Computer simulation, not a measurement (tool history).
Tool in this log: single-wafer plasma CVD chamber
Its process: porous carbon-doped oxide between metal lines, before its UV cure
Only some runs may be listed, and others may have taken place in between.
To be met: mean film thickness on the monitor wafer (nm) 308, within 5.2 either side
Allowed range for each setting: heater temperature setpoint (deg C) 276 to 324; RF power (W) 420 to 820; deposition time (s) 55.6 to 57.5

run	hour	heater temperature setpoint (deg C)	RF power (W)	deposition time (s)	mean film thickness on the monitor wafer (nm)
1	0	300	620	55.6	389.52
2	2.4	300	700	55.6	414.93
3	10	300	700	57.5	426.13
4	17.1	303	665	57.3	404.82
5	23.5	310	665	57.3	391.07
6	29.4	310	695	57.3	397.26
7	31	310	695	57.3	398.49
8	39.9	312	665	57.1	383.55
9	46.5	313	640	57	374.59
10	54.1	314	615	56.8	362.39
11	59.6	314	615	56.8	358
12	66.3	314	615	56.8	362.76
13	67.4	315	600	56.7	351.17

Which one of the following 4 next-run settings gets every result inside its allowed miss? There is exactly one.
A	68.5	323	490	55.6	?
B	68.5	324	590	55.6	?
C	68.5	322	495	55.6	?
D	68.5	324	510	56.9	?

move	mean film thickness on the monitor wafer (nm)
A	292.36
B	323.07
C	295.68
D	304.24
A: moves the result that the last run missed by most past its target, out the other side
B: better than the last run, though not everything is in spec
C: moves the result that the last run missed by most past its target, out the other side
D: meets every target
So the answer is move D, the one that meets all the targets.
